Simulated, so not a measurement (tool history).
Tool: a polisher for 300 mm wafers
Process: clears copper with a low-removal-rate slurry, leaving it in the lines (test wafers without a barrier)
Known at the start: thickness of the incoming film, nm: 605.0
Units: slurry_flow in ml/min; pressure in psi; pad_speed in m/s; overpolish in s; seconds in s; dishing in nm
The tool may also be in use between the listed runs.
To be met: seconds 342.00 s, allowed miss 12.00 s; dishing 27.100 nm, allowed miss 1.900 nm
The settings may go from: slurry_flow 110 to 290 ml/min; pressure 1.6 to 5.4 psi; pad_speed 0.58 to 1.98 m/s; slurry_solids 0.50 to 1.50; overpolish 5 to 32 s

Run 1, day 0.000: slurry_flow 185 ml/min, pressure 3.5 psi, pad_speed 1.28 m/s, slurry_solids 1.00, overpolish 16 s. Result: seconds 129.31 s, dishing 45.957 nm.
Run 2, day 0.167: slurry_flow 180 ml/min, pressure 2.8 psi, pad_speed 1.10 m/s, slurry_solids 1.00, overpolish 18 s. Result: seconds 181.39 s, dishing 37.127 nm.
Run 3, day 0.492: slurry_flow 180 ml/min, pressure 2.8 psi, pad_speed 1.10 m/s, slurry_solids 1.00, overpolish 25 s. Result: seconds 179.97 s, dishing 52.239 nm.
Run 4, day 0.838: slurry_flow 180 ml/min, pressure 2.8 psi, pad_speed 1.10 m/s, slurry_solids 1.15, overpolish 25 s. Result: seconds 175.55 s, dishing 52.058 nm.
Run 5, day 1.092: slurry_flow 180 ml/min, pressure 2.8 psi, pad_speed 1.10 m/s, slurry_solids 1.15, overpolish 31 s. Result: seconds 176.38 s, dishing 59.664 nm.
Run 6, day 1.317: slurry_flow 180 ml/min, pressure 2.8 psi, pad_speed 1.10 m/s, slurry_solids 1.15, overpolish 25 s. Result: seconds 175.18 s, dishing 51.935 nm.
Run 7, day 1.629: slurry_flow 175 ml/min, pressure 2.4 psi, pad_speed 0.96 m/s, slurry_solids 1.15, overpolish 24 s. Result: seconds 231.73 s, dishing 39.838 nm.
Run 8, day 1.933: slurry_flow 170 ml/min, pressure 2.1 psi, pad_speed 0.92 m/s, slurry_solids 1.15, overpolish 23 s. Result: seconds 276.07 s, dishing 33.167 nm.
Run 9, day 2.008: slurry_flow 160 ml/min, pressure 1.9 psi, pad_speed 0.92 m/s, slurry_solids 1.15, overpolish 23 s. Result: seconds 304.03 s, dishing 29.789 nm.
At day 2.262: head pressure recalibrated.
Run 10, day 2.262: slurry_flow 145 ml/min, pressure 1.9 psi, pad_speed 0.92 m/s, slurry_solids 1.15, overpolish 23 s. Result: seconds 289.62 s, dishing 29.887 nm.

Which of these 5 next moves meets every target?
Run A, day 2.517: slurry_flow 210 ml/min, pressure 2.3 psi, pad_speed 0.82 m/s, slurry_solids 1.05, overpolish 16 s. Result: seconds ?, dishing ?.
Run B, day 2.517: slurry_flow 120 ml/min, pressure 1.9 psi, pad_speed 0.90 m/s, slurry_solids 1.05, overpolish 26 s. Result: seconds ?, dishing ?.
Run C, day 2.517: slurry_flow 110 ml/min, pressure 2.1 psi, pad_speed 0.80 m/s, slurry_solids 1.30, overpolish 24 s. Result: seconds ?, dishing ?.
Run D, day 2.517: slurry_flow 110 ml/min, pressure 1.7 psi, pad_speed 1.04 m/s, slurry_solids 1.05, overpolish 21 s. Result: seconds ?, dishing ?.
Run E, day 2.517: slurry_flow 140 ml/min, pressure 1.8 psi, pad_speed 0.82 m/s, slurry_solids 1.15, overpolish 23 s. Result: seconds ?, dishing ?.

move  seconds  dishing
   A   263.09   24.015
   B   313.58   31.222
   C   310.25   29.585
   D   307.43   26.234
   E   342.59   25.920
A: further off than the last run
B: nearer than the last run, and not there yet
C: nearer than the last run, and not there yet
D: nearer than the last run, and not there yet
E: meets every target
Move E is the one to make.
